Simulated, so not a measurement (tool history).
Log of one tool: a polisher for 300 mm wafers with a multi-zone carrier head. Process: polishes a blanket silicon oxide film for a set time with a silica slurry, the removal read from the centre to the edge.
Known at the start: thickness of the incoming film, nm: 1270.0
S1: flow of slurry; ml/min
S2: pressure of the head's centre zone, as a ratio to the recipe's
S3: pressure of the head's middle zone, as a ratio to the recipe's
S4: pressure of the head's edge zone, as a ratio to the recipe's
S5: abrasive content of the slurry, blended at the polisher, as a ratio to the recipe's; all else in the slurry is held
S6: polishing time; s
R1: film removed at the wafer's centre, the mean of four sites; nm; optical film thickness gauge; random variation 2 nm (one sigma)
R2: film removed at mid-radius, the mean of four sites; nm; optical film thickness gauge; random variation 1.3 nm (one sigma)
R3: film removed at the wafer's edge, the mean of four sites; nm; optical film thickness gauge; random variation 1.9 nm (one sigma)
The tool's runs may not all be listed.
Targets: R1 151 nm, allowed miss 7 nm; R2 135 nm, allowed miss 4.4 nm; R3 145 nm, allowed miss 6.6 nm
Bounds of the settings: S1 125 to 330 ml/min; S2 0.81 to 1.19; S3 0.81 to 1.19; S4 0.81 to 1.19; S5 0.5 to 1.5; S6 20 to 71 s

run  hour   S1    S2    S3    S4    S5  S6      R1      R2      R3
  1     0  210     1     1     1     1  45   108.6   111.1  105.85
  2     3  255     1     1     1     1  45  110.34   115.3  110.45
  3   8.6  265  1.03  0.99  1.04   1.1  45  116.31  117.93  113.22
  4  16.6  265  1.03  0.91  1.04   1.1  45  117.39  112.61  113.62
  5  22.3  265  1.07  0.91  1.04   1.1  45  118.85  110.76  113.75
  6    23  265  1.07  0.91  1.04  1.25  45   127.3  115.16  119.88
  7  26.1  265  1.07  0.91  1.05   1.3  46  130.15  121.55  122.96
  8  29.3  270  1.08  0.89  1.07  1.35  47  136.56  121.97  129.77
  9  32.8  275  1.08   0.9  1.08   1.4  48  141.81   126.9  134.06

5 next moves are on the table. One of them brings every result within its allowed miss. Which?
  A  36.3  315  1.19  0.98   0.9   1.4  52   ?   ?   ?
  B  36.3  310  1.05  0.99  1.09  1.45  51   ?   ?   ?
  C  36.3  330  1.12  1.05  0.94   1.5  48   ?   ?   ?
  D  36.3  250  1.11  1.09  0.95   1.5  49   ?   ?   ?
  E  36.3  245  1.08  0.87  1.09   1.3  53   ?   ?   ?

move      R1      R2      R3
   A  168.15  147.59  131.82
   B  146.63  146.86  143.01
   C  149.66   144.8  126.95
   D  146.97  146.86  127.54
   E  147.89  135.17  141.58
A: takes the result that was furthest off past its target
B: takes the result that was furthest off past its target
C: takes the result that was furthest off past its target
D: takes the result that was furthest off past its target
E: meets every target
Answer: E
